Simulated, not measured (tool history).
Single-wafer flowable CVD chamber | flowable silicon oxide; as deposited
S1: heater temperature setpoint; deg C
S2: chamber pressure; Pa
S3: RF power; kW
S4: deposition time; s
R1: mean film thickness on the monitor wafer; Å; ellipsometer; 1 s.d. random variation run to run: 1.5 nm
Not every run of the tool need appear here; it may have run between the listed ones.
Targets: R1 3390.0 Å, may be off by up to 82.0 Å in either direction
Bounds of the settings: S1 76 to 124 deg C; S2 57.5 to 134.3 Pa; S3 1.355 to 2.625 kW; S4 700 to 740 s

Run 1, hour 0.0: S1 100 deg C, S2 95.9 Pa, S3 1.990 kW, S4 740 s. Result: R1 3849.3 Å.
Run 2, hour 3.2: S1 94 deg C, S2 95.9 Pa, S3 1.990 kW, S4 740 s. Result: R1 4555.1 Å.
Run 3, hour 10.9: S1 94 deg C, S2 95.9 Pa, S3 1.845 kW, S4 740 s. Result: R1 4457.7 Å.
Run 4, hour 13.6: S1 94 deg C, S2 95.9 Pa, S3 1.845 kW, S4 700 s. Result: R1 4185.2 Å.
Run 5, hour 21.1: S1 94 deg C, S2 95.9 Pa, S3 1.640 kW, S4 700 s. Result: R1 3959.9 Å.
Run 6, hour 28.8: S1 94 deg C, S2 95.9 Pa, S3 1.640 kW, S4 700 s. Result: R1 3973.6 Å.
Run 7, hour 31.9: S1 95 deg C, S2 95.9 Pa, S3 1.640 kW, S4 700 s. Result: R1 3856.5 Å.
Run 8, hour 34.7: S1 97 deg C, S2 95.7 Pa, S3 1.640 kW, S4 700 s. Result: R1 3659.5 Å.

Next run, 5 choices. One meets every target within its allowed miss, the rest don't. Which?
Run A, hour 37.5: S1 96 deg C, S2 93.9 Pa, S3 1.465 kW, S4 740 s. Result: R1 ?.
Run B, hour 37.5: S1 93 deg C, S2 87.7 Pa, S3 1.510 kW, S4 710 s. Result: R1 ?.
Run C, hour 37.5: S1 97 deg C, S2 89.3 Pa, S3 1.765 kW, S4 720 s. Result: R1 ?.
Run D, hour 37.5: S1 101 deg C, S2 97.3 Pa, S3 2.135 kW, S4 700 s. Result: R1 ?.
Run E, hour 37.5: S1 101 deg C, S2 87.9 Pa, S3 2.500 kW, S4 700 s. Result: R1 ?.

move      R1
   A  3577.3
   B  3593.4
   C  3604.5
   D  3623.7
   E  3379.2
A: closes in on the targets versus the last run, not all within tolerance yet
B: closes in on the targets versus the last run, not all within tolerance yet
C: closes in on the targets versus the last run, not all within tolerance yet
D: closes in on the targets versus the last run, not all within tolerance yet
E: all results land within tolerance of their targets
Move E is the one to make.
